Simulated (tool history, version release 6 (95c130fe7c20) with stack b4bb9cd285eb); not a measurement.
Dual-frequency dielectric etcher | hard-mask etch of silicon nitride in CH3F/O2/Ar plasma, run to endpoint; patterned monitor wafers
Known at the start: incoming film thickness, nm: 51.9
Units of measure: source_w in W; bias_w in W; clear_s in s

run 1 hour=0.0 | source_w=290 bias_w=95 | clear_s=80.499
run 2 hour=8.7 | source_w=250 bias_w=95 | clear_s=88.090
run 3 hour=16.1 | source_w=300 bias_w=96 | clear_s=78.477
run 4 hour=21.2 | source_w=330 bias_w=96 | clear_s=74.452
run 5 hour=23.8 | source_w=330 bias_w=109 | clear_s=69.782
run 6 hour=27.0 | source_w=340 bias_w=109 | clear_s=68.866

Run 7 comes next. What will it give?
run 7 hour=31.1 | source_w=350 bias_w=109 | clear_s=?

Run 7 produced clear_s 67.762 s.

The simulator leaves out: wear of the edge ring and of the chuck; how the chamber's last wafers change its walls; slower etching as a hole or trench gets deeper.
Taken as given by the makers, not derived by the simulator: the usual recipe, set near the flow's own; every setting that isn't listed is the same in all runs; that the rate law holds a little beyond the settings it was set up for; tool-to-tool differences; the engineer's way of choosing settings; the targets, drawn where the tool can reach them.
